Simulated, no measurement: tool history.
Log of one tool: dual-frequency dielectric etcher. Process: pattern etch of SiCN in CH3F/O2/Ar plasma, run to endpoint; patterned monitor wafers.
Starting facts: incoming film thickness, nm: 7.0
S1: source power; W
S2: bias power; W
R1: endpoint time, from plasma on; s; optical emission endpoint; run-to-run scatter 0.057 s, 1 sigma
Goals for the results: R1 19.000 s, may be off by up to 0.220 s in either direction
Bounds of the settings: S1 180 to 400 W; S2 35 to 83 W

Run 1, hour 0.0: S1 290 W, S2 59 W. Result: R1 21.934 s.
Run 2, hour 8.2: S1 320 W, S2 59 W. Result: R1 20.921 s.
Run 3, hour 17.1: S1 330 W, S2 59 W. Result: R1 20.726 s.
Run 4, hour 20.7: S1 290 W, S2 59 W. Result: R1 22.037 s.
Run 5, hour 29.5: S1 310 W, S2 59 W. Result: R1 21.320 s.
Run 6, hour 34.9: S1 320 W, S2 59 W. Result: R1 21.099 s.
Run 7, hour 43.0: S1 330 W, S2 59 W. Result: R1 20.743 s.
Run 8, hour 44.0: S1 340 W, S2 59 W. Result: R1 20.561 s.

Which one of the following 4 next-run settings gets every result inside its allowed miss? There is exactly one.
Run A, hour 45.0: S1 330 W, S2 68 W. Result: R1 ?.
Run B, hour 45.0: S1 380 W, S2 64 W. Result: R1 ?.
Run C, hour 45.0: S1 330 W, S2 54 W. Result: R1 ?.
Run D, hour 45.0: S1 360 W, S2 64 W. Result: R1 ?.

move      R1
   A  19.948
   B  19.114
   C  21.309
   D  19.561
A: gains on the last run, yet a result remains outside its allowed miss
B: each result inside its tolerance
C: the biggest miss grows against the last run
D: gains on the last run, yet a result remains outside its allowed miss
Answer: B
